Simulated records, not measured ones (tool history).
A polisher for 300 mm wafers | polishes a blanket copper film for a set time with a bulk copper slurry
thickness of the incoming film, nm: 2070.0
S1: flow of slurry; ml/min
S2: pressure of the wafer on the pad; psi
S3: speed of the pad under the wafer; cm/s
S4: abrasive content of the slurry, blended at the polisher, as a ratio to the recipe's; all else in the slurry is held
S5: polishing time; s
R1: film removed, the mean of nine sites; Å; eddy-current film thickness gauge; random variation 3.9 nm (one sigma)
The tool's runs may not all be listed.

run,hour,S1,S2,S3,S4,S5,R1
1,0.0,195,2.3,100,1.0,29,2140.5
2,4.7,200,2.7,100,1.0,29,2516.5
3,9.1,155,2.7,100,1.0,29,2373.8
4,13.4,155,2.7,100,1.0,26,2154.2
5,17.7,180,3.0,104,1.0,26,2498.8
6,20.6,180,3.0,104,1.1,26,2612.1
7,23.9,195,3.2,108,1.1,26,2911.5
8,27.2,205,3.3,112,1.1,26,3100.0
9,35.0,210,3.4,116,1.1,26,3284.9
10,37.7,215,3.5,120,1.1,26,3564.0
11,43.0,220,3.5,122,1.1,26,3551.5

Run 12 comes next. What will it give?
12,44.0,220,3.5,124,1.1,26,?

R1: 3603.3 Å

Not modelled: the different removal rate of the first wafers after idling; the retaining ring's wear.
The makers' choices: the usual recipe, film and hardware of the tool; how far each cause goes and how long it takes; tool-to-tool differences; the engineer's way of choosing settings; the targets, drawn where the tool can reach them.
